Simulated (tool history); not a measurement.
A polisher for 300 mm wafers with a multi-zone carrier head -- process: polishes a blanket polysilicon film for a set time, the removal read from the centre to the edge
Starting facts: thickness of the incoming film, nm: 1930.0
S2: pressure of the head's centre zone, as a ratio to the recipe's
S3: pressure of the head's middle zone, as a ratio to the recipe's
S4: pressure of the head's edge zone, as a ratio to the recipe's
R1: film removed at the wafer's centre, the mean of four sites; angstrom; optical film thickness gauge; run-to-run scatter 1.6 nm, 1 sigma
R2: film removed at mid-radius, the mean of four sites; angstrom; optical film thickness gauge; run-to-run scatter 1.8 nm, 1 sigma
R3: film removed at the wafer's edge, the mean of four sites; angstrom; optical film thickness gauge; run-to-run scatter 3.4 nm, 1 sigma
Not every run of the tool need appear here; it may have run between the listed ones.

run 1 day=0 | flow_of_slurry_(ml/min)=285 S2=1 S3=1 S4=1 polishing_time_(s)=47 | R1=2475.1 R2=2481.4 R3=2502.4
run 2 day=0.054 | flow_of_slurry_(ml/min)=280 S2=0.98 S3=1 S4=1 polishing_time_(s)=47 | R1=2401.7 R2=2469.9 R3=2479.3
run 3 day=0.404 | flow_of_slurry_(ml/min)=280 S2=0.98 S3=1.08 S4=1 polishing_time_(s)=47 | R1=2427.7 R2=2586.9 R3=2574.9
run 4 day=0.671 | flow_of_slurry_(ml/min)=280 S2=0.98 S3=1.08 S4=1.04 polishing_time_(s)=47 | R1=2445.1 R2=2605.6 R3=2466.5
run 5 day=1.033 | flow_of_slurry_(ml/min)=275 S2=0.97 S3=1.07 S4=1.04 polishing_time_(s)=47 | R1=2360.2 R2=2577.6 R3=2559.7
run 6 day=1.408 | flow_of_slurry_(ml/min)=275 S2=0.95 S3=1.05 S4=1.03 polishing_time_(s)=45 | R1=2213.1 R2=2448.3 R3=2462.1
run 7 day=1.704 | flow_of_slurry_(ml/min)=270 S2=0.95 S3=1.05 S4=1.03 polishing_time_(s)=45 | R1=2218.8 R2=2435.6 R3=2405.1
run 8 day=2.029 | flow_of_slurry_(ml/min)=265 S2=0.95 S3=1.04 S4=1.03 polishing_time_(s)=45 | R1=2207.8 R2=2410.1 R3=2366.8

The next listed run, before its measurement:
run 9 day=2.325 | flow_of_slurry_(ml/min)=270 S2=0.94 S3=1.03 S4=1.03 polishing_time_(s)=45 | R1=? R2=? R3=?

{"run 9": {"R1": 2211.3, "R2": 2412.2, "R3": 2399.7}}
